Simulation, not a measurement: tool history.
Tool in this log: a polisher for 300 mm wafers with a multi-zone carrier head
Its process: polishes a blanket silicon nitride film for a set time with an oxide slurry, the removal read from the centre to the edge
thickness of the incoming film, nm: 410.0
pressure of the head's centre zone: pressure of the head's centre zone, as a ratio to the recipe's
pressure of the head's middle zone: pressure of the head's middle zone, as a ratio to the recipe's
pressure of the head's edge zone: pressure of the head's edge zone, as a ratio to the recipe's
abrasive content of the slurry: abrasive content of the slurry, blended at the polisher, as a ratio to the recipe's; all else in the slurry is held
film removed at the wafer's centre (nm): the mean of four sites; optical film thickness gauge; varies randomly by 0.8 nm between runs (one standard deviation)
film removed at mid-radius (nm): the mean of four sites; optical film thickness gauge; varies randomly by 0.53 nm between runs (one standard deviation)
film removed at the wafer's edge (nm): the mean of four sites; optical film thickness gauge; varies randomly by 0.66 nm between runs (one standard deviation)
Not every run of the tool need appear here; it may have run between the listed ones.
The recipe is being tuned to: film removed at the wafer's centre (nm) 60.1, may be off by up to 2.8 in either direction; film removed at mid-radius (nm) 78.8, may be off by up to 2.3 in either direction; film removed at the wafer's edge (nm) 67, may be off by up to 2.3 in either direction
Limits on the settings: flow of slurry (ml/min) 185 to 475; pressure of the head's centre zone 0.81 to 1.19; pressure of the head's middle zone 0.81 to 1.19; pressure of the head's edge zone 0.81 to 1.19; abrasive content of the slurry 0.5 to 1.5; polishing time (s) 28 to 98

| run | hour | flow of slurry (ml/min) | pressure of the head's centre zone | pressure of the head's middle zone | pressure of the head's edge zone | abrasive content of the slurry | polishing time (s) | film removed at the wafer's centre (nm) | film removed at mid-radius (nm) | film removed at the wafer's edge (nm) |
|---|---|---|---|---|---|---|---|---|---|---|
| 1 | 0 | 305 | 1 | 1 | 1 | 1 | 63 | 42.652 | 43.254 | 42.034 |
| 2 | 6.3 | 310 | 0.98 | 1.06 | 1.02 | 1.15 | 67 | 46.962 | 51.648 | 48.506 |
| 3 | 9.8 | 310 | 0.92 | 1.06 | 1.02 | 1.15 | 67 | 45.137 | 51.604 | 48.108 |
| 4 | 11.5 | 310 | 0.92 | 1.06 | 1.02 | 1.15 | 54 | 36.196 | 41.499 | 38.571 |
| 5 | 18 | 320 | 0.92 | 1.1 | 1.03 | 1.25 | 61 | 41.893 | 50.403 | 45.365 |
| 6 | 22 | 320 | 0.92 | 1.1 | 0.99 | 1.25 | 61 | 41.686 | 50.252 | 44.957 |
| 7 | 28.9 | 325 | 0.92 | 1.13 | 1 | 1.35 | 66 | 46.991 | 56.899 | 48.551 |
| 8 | 30.2 | 315 | 0.82 | 1.14 | 1.09 | 1.5 | 84 | 54.228 | 75.932 | 68.542 |
| 9 | 33.7 | 325 | 0.84 | 1.15 | 1.08 | 1.5 | 84 | 56.503 | 76.925 | 67.472 |
| 10 | 36 | 325 | 0.84 | 1.15 | 1.08 | 1.5 | 84 | 55.957 | 76.438 | 68.167 |

Which one of the following 5 next-run settings gets every result inside its allowed miss? There is exactly one.
| A | 38.3 | 365 | 0.81 | 1.19 | 1.16 | 1.45 | 83 | ? | ? | ? |
| B | 38.3 | 295 | 0.89 | 1.18 | 1.03 | 1.4 | 87 | ? | ? | ? |
| C | 38.3 | 295 | 0.85 | 1.12 | 1.13 | 1.5 | 88 | ? | ? | ? |
| D | 38.3 | 225 | 0.93 | 1.11 | 1.09 | 1.5 | 83 | ? | ? | ? |
| E | 38.3 | 280 | 0.88 | 1.07 | 0.99 | 1.45 | 87 | ? | ? | ? |

| move | film removed at the wafer's centre (nm) | film removed at mid-radius (nm) | film removed at the wafer's edge (nm) |
|---|---|---|---|
| A | 52.959 | 77.757 | 69.701 |
| B | 59.264 | 78.661 | 67.547 |
| C | 58.638 | 77.98 | 73.096 |
| D | 59.094 | 71.373 | 66.698 |
| E | 59.033 | 72.96 | 67.132 |
A: misses by more than the last run did
B: every result within its allowed miss
C: corrects the largest miss of the last run, while another result sits out of spec
D: corrects the largest miss of the last run, while another result sits out of spec
E: corrects the largest miss of the last run, while another result sits out of spec
So the answer is move B, the one that meets all the targets.
